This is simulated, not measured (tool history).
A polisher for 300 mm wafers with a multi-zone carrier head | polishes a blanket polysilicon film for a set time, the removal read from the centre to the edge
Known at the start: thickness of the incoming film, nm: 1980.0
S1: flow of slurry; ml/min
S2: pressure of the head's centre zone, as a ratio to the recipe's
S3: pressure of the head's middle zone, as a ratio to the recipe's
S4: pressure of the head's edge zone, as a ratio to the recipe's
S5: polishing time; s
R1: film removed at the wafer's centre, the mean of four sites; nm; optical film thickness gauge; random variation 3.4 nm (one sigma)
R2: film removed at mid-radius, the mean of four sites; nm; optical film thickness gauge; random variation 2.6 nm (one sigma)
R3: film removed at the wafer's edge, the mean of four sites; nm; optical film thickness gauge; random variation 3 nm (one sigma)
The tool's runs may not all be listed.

run  hour   S1    S2    S3    S4  S5      R1      R2      R3
  1   0.0  170  1.00  1.00  1.00  73  334.85  336.80  346.43
  2   7.0  170  1.00  1.00  1.04  73  343.66  347.90  357.96
  3  14.6  200  1.00  1.00  1.04  73  343.90  346.45  361.73
  4  18.8  200  1.01  0.97  1.01  67  322.10  316.95  323.86
  5  20.5  190  1.02  0.93  1.03  61  290.81  271.06  295.50
  6  23.1  175  1.02  0.93  1.03  61  290.46  270.63  294.95
     25.5  -- edge zone pressure recalibrated
  7  25.5  170  1.03  0.90  1.01  58  278.18  247.95  275.04

The next listed run, before its measurement:
  8  30.8  165  1.03  0.88  0.99  56   ?   ?   ?

Run 8 gave R1 260.19 nm, R2 237.85 nm, R3 260.62 nm.

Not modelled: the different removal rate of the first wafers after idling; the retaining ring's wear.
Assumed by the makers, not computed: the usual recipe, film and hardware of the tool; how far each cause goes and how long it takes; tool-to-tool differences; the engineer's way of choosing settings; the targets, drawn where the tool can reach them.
